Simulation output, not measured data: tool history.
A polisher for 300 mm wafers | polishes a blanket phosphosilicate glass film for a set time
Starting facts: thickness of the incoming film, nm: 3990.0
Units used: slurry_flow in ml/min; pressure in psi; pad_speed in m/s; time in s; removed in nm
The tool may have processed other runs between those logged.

Run 1, day 0: slurry_flow 155 ml/min, pressure 3.8 psi, pad_speed 0.9 m/s, slurry_solids 1, time 45 s. Result: removed 415.88 nm.
Run 2, day 0.062: slurry_flow 155 ml/min, pressure 3 psi, pad_speed 0.9 m/s, slurry_solids 1, time 45 s. Result: removed 329.74 nm.
Run 3, day 0.354: slurry_flow 150 ml/min, pressure 2.9 psi, pad_speed 0.9 m/s, slurry_solids 1, time 45 s. Result: removed 321.3 nm.
Run 4, day 0.708: slurry_flow 150 ml/min, pressure 2.8 psi, pad_speed 0.9 m/s, slurry_solids 1, time 45 s. Result: removed 311.59 nm.
Run 5, day 0.896: slurry_flow 150 ml/min, pressure 2.8 psi, pad_speed 1.1 m/s, slurry_solids 1, time 45 s. Result: removed 339.36 nm.
Run 6, day 1.158: slurry_flow 145 ml/min, pressure 2.7 psi, pad_speed 1.1 m/s, slurry_solids 1, time 45 s. Result: removed 337.85 nm.
Run 7, day 1.25: slurry_flow 145 ml/min, pressure 2.6 psi, pad_speed 1.1 m/s, slurry_solids 1, time 45 s. Result: removed 318.63 nm.

Forecast run 8:
Run 8, day 1.483: slurry_flow 140 ml/min, pressure 2.5 psi, pad_speed 1.1 m/s, slurry_solids 1, time 45 s. Result: removed ?.

{"run 8": {"removed": 307.03}}
